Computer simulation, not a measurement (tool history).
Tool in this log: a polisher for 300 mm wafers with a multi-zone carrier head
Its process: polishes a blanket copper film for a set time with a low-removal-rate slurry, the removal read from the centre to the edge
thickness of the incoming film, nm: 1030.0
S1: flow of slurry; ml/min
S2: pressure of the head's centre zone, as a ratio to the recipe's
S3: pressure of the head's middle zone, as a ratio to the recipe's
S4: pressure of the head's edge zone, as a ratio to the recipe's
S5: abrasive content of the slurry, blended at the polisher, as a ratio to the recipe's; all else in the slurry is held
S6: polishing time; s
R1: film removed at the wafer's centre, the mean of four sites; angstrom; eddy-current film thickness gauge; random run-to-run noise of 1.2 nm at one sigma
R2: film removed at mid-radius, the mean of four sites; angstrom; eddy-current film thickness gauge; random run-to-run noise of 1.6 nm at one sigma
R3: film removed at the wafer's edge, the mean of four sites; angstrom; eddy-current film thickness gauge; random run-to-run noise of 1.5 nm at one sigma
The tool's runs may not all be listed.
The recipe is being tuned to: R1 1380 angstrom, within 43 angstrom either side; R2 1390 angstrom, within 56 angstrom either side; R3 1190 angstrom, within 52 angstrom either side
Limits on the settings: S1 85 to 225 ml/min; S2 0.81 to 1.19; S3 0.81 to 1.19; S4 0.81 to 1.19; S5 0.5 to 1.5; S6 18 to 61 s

Run 1, hour 0: S1 145 ml/min, S2 1, S3 1, S4 1, S5 1, S6 39 s. Result: R1 2054.6 angstrom, R2 2087.2 angstrom, R3 1988.2 angstrom.
Run 2, hour 7.9: S1 145 ml/min, S2 1.01, S3 1, S4 0.97, S5 0.9, S6 36 s. Result: R1 1848.6 angstrom, R2 1812.3 angstrom, R3 1719.4 angstrom.
Run 3, hour 10.4: S1 145 ml/min, S2 1, S3 1.01, S4 0.94, S5 0.8, S6 35 s. Result: R1 1721.2 angstrom, R2 1754.2 angstrom, R3 1617.8 angstrom.
Run 4, hour 18.1: S1 145 ml/min, S2 1.01, S3 1.01, S4 0.92, S5 0.75, S6 34 s. Result: R1 1657.6 angstrom, R2 1688.6 angstrom, R3 1547.8 angstrom.
Run 5, hour 23.7: S1 145 ml/min, S2 1.01, S3 1.01, S4 0.92, S5 0.75, S6 28 s. Result: R1 1361.4 angstrom, R2 1404.1 angstrom, R3 1258.2 angstrom.
Run 6, hour 31.9: S1 160 ml/min, S2 1.01, S3 1.01, S4 0.92, S5 0.75, S6 28 s. Result: R1 1415.7 angstrom, R2 1409.2 angstrom, R3 1264.2 angstrom.
Run 7, hour 37: S1 160 ml/min, S2 1.01, S3 1.01, S4 0.9, S5 0.75, S6 28 s. Result: R1 1409.5 angstrom, R2 1437 angstrom, R3 1243.5 angstrom.
Run 8, hour 39.1: S1 160 ml/min, S2 1.01, S3 1.01, S4 0.89, S5 0.75, S6 28 s. Result: R1 1426.9 angstrom, R2 1391.7 angstrom, R3 1265.1 angstrom.

Exactly one of the 5 candidate moves below puts every result within its allowed miss. Which one?
Run A, hour 41.2: S1 170 ml/min, S2 1.04, S3 1.06, S4 0.9, S5 0.8, S6 26 s. Result: R1 ?, R2 ?, R3 ?.
Run B, hour 41.2: S1 170 ml/min, S2 1.08, S3 1.18, S4 0.88, S5 0.5, S6 30 s. Result: R1 ?, R2 ?, R3 ?.
Run C, hour 41.2: S1 175 ml/min, S2 1.19, S3 1.16, S4 0.87, S5 0.6, S6 26 s. Result: R1 ?, R2 ?, R3 ?.
Run D, hour 41.2: S1 180 ml/min, S2 1.02, S3 1.14, S4 0.88, S5 0.6, S6 28 s. Result: R1 ?, R2 ?, R3 ?.
Run E, hour 41.2: S1 210 ml/min, S2 1.13, S3 1.17, S4 0.87, S5 0.55, S6 25 s. Result: R1 ?, R2 ?, R3 ?.

move      R1      R2      R3
   A  1389.4  1381.1  1194.6
   B  1468.8  1539.5  1200.8
   C    1484  1388.6  1093.1
   D  1375.5  1481.4  1187.5
   E  1365.4  1351.6  1047.9
A: all results land within tolerance of their targets
B: brings the last run's worst result on target, with another outside its allowed miss
C: takes the biggest miss from the last run beyond its target
D: brings the last run's worst result on target, with another outside its allowed miss
E: takes the biggest miss from the last run beyond its target
The right move is A.

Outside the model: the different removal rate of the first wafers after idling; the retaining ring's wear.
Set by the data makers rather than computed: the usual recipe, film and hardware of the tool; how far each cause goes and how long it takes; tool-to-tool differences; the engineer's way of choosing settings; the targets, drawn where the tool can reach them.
